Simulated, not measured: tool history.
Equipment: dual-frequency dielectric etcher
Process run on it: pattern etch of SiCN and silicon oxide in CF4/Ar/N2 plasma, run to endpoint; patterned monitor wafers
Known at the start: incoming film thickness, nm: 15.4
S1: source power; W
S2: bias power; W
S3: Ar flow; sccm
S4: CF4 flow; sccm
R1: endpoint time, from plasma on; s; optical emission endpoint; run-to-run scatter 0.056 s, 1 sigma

| run | hour | S1 | S2 | S3 | S4 | R1 |
|---|---|---|---|---|---|---|
| 1 | 0 | 490 | 68 | 101 | 83 | 17.032 |
| 2 | 8.7 | 490 | 68 | 114 | 83 | 17.363 |
| 3 | 17 | 490 | 62 | 114 | 83 | 18.021 |
| 4 | 21.6 | 490 | 62 | 114 | 89 | 17.638 |
| 5 | 24.1 | 490 | 62 | 102 | 89 | 17.366 |
| 6 | 32.4 | 500 | 62 | 102 | 89 | 17.428 |
| 7 | 34.6 | 520 | 62 | 102 | 89 | 16.936 |

Expected results for the next run?
| 8 | 36.9 | 540 | 62 | 102 | 89 | ? |

R1: 16.577 s
